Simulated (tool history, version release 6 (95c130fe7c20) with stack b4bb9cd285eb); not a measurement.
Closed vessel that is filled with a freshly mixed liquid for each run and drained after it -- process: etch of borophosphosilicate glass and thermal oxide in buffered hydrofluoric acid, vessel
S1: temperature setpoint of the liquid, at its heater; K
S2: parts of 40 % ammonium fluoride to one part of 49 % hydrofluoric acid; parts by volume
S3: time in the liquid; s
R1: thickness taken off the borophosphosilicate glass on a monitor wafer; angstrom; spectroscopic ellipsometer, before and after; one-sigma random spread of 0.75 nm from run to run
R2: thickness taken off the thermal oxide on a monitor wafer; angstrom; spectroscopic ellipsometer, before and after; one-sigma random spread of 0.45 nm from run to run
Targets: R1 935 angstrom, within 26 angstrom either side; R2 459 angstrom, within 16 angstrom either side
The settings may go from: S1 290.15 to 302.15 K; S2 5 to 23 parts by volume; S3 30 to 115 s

{"run": 1, "hour": 0.0, "S1": 294.15, "S2": 14, "S3": 60, "R1": 797.99, "R2": 394.17}
{"run": 2, "hour": 1.0, "S1": 294.15, "S2": 10.5, "S3": 60, "R1": 1084.6, "R2": 533.69}
{"run": 3, "hour": 8.9, "S1": 294.15, "S2": 10.5, "S3": 45, "R1": 801.44, "R2": 389}
{"run": 4, "hour": 16.3, "S1": 295.15, "S2": 10.5, "S3": 45, "R1": 842.76, "R2": 417.04}
{"run": 5, "hour": 17.6, "S1": 298.65, "S2": 10.5, "S3": 45, "R1": 1026.9, "R2": 507.91}
{"run": 6, "hour": 26.3, "S1": 298.65, "S2": 10.5, "S3": 60, "R1": 1367, "R2": 675.09}
{"run": 7, "hour": 28.4, "S1": 296.65, "S2": 10.5, "S3": 60, "R1": 1230.1, "R2": 607.35}
{"run": 8, "hour": 37.0, "S1": 295.15, "S2": 10.5, "S3": 60, "R1": 1132.3, "R2": 552.16}
{"run": 9, "hour": 44.0, "S1": 294.15, "S2": 10.5, "S3": 60, "R1": 1073.2, "R2": 520.72}
{"run": 10, "hour": 52.9, "S1": 293.65, "S2": 10.5, "S3": 60, "R1": 1033.7, "R2": 511.75}
{"run": 11, "hour": 60.7, "S1": 293.15, "S2": 10.5, "S3": 60, "R1": 1003.6, "R2": 501.36}
{"run": 12, "hour": 66.8, "S1": 292.65, "S2": 10.5, "S3": 60, "R1": 987.63, "R2": 483.67}

Of the 5 settings listed for the next run, only one would bring every result within its allowed miss of target. Which one?
{"run": "A", "hour": 72.9, "S1": 290.15, "S2": 9.5, "S3": 65, "R1": "?", "R2": "?"}
{"run": "B", "hour": 72.9, "S1": 298.15, "S2": 16, "S3": 70, "R1": "?", "R2": "?"}
{"run": "C", "hour": 72.9, "S1": 297.65, "S2": 17, "S3": 75, "R1": "?", "R2": "?"}
{"run": "D", "hour": 72.9, "S1": 293.15, "S2": 11.5, "S3": 60, "R1": "?", "R2": "?"}
{"run": "E", "hour": 72.9, "S1": 302.15, "S2": 22.5, "S3": 75, "R1": "?", "R2": "?"}

move=A R1=1001.5 R2=498.14
move=B R1=1020 R2=511.76
move=C R1=1001.9 R2=502.7
move=D R1=921.79 R2=460.29
move=E R1=1000.4 R2=503.41
A: its largest miss is bigger than the last run's
B: its largest miss is bigger than the last run's
C: its largest miss is bigger than the last run's
D: all results land within tolerance of their targets
E: its largest miss is bigger than the last run's
D meets every target.

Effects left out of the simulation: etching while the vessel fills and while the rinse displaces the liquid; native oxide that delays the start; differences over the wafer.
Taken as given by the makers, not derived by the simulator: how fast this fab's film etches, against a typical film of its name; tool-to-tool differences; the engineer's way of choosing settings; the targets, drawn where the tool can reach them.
